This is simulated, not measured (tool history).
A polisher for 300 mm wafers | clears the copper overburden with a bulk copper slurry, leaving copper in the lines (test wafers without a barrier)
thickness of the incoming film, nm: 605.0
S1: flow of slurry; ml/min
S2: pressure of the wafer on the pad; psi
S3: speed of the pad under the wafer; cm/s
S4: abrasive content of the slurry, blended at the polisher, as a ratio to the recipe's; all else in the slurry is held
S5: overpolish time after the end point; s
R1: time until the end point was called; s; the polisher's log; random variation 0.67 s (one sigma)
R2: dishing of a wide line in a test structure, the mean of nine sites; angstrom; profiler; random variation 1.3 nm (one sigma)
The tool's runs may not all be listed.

Run 1, hour 0.0: S1 140 ml/min, S2 1.8 psi, S3 140 cm/s, S4 1.0, S5 28 s. Result: R1 84.120 s, R2 858.86 angstrom.
Run 2, hour 0.9: S1 145 ml/min, S2 2.0 psi, S3 140 cm/s, S4 1.0, S5 28 s. Result: R1 75.373 s, R2 931.31 angstrom.
Run 3, hour 5.3: S1 165 ml/min, S2 2.0 psi, S3 140 cm/s, S4 1.0, S5 28 s. Result: R1 73.831 s, R2 932.73 angstrom.
Run 4, hour 14.1: S1 165 ml/min, S2 2.2 psi, S3 140 cm/s, S4 1.0, S5 28 s. Result: R1 68.121 s, R2 1006.30 angstrom.
Run 5, hour 15.2: S1 165 ml/min, S2 1.9 psi, S3 140 cm/s, S4 1.0, S5 28 s. Result: R1 78.093 s, R2 906.34 angstrom.
Run 6, hour 19.3: S1 165 ml/min, S2 2.1 psi, S3 140 cm/s, S4 1.0, S5 28 s. Result: R1 70.385 s, R2 975.33 angstrom.
Run 7, hour 26.5: S1 165 ml/min, S2 2.2 psi, S3 140 cm/s, S4 1.0, S5 28 s. Result: R1 68.876 s, R2 1007.10 angstrom.
Run 8, hour 29.2: S1 165 ml/min, S2 2.3 psi, S3 142 cm/s, S4 1.0, S5 27 s. Result: R1 63.492 s, R2 1032.60 angstrom.

The next listed run, before its measurement:
Run 9, hour 36.2: S1 165 ml/min, S2 2.4 psi, S3 142 cm/s, S4 1.0, S5 27 s. Result: R1 ?, R2 ?.

Run 9 gave R1 62.134 s, R2 1065.40 angstrom.
